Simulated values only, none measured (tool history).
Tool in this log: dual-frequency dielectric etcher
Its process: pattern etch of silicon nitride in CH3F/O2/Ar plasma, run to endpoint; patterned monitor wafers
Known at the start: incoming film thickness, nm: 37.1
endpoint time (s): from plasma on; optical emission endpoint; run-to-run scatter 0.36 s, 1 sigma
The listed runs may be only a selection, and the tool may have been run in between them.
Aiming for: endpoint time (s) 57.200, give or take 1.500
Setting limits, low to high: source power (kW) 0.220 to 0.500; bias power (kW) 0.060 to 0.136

run	hour	source power (kW)	bias power (kW)	endpoint time (s)
1	0.0	0.360	0.098	50.155
2	2.0	0.420	0.098	47.299
3	6.1	0.450	0.098	45.954
4	8.2	0.410	0.094	48.919
5	11.6	0.410	0.077	54.514
6	15.4	0.410	0.083	52.112
7	17.2	0.390	0.082	53.980
8	18.2	0.380	0.081	55.363
9	24.9	0.370	0.081	55.269

Which one of the following 4 next-run settings gets every result inside its allowed miss? There is exactly one.
A	31.6	0.360	0.078	?
B	31.6	0.400	0.092	?
C	31.6	0.460	0.078	?
D	31.6	0.370	0.084	?

move	endpoint time (s)
A	57.204
B	49.818
C	51.557
D	54.173
A: every result within its allowed miss
B: its largest miss is bigger than the last run's
C: its largest miss is bigger than the last run's
D: its largest miss is bigger than the last run's
Move A is the one to make.

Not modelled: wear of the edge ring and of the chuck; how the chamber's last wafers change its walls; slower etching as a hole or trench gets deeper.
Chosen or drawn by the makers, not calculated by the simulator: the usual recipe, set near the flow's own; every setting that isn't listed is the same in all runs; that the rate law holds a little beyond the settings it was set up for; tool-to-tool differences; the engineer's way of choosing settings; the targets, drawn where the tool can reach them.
